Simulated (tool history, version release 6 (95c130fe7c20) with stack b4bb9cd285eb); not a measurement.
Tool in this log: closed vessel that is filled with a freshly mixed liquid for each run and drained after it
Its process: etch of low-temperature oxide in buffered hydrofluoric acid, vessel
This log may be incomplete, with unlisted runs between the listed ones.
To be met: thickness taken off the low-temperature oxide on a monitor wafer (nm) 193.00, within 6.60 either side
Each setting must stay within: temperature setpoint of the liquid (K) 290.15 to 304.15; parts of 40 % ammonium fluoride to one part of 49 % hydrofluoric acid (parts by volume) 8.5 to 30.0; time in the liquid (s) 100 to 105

run  hour  temperature setpoint of the liquid (K)  parts of 40 % ammonium fluoride to one part of 49 % hydrofluoric acid (parts by volume)  time in the liquid (s)  thickness taken off the low-temperature oxide on a monitor wafer (nm)
  1   0.0                                  296.15                                                                                     23.5                     100                                                                 153.46
  2   1.0                                  296.15                                                                                     23.5                     100                                                                 148.95
  3   4.0                                  297.15                                                                                     23.5                     100                                                                 161.03
  4  11.6                                  298.15                                                                                     23.5                     100                                                                 167.50
  5  13.8                                  298.65                                                                                     23.5                     100                                                                 171.83
  6  22.0                                  298.65                                                                                     23.5                     100                                                                 175.31
  7  24.4                                  299.15                                                                                     23.5                     100                                                                 180.45
  8  25.5                                  299.65                                                                                     23.5                     100                                                                 183.78

Which of these 5 next moves meets every target?
  A  26.6                                  299.15                                                                                     23.0                     100                                                                      ?
  B  26.6                                  297.65                                                                                     23.0                     100                                                                      ?
  C  26.6                                  302.65                                                                                     27.5                     100                                                                      ?
  D  26.6                                  299.65                                                                                     25.5                     100                                                                      ?
  E  26.6                                  296.65                                                                                     22.0                     105                                                                      ?

move  thickness taken off the low-temperature oxide on a monitor wafer (nm)
   A                                                                 182.95
   B                                                                 168.61
   C                                                                 195.35
   D                                                                 175.11
   E                                                                 172.81
A: lands further from the targets than the last run did
B: lands further from the targets than the last run did
C: every result within its allowed miss
D: lands further from the targets than the last run did
E: lands further from the targets than the last run did
Move C is the one to make.
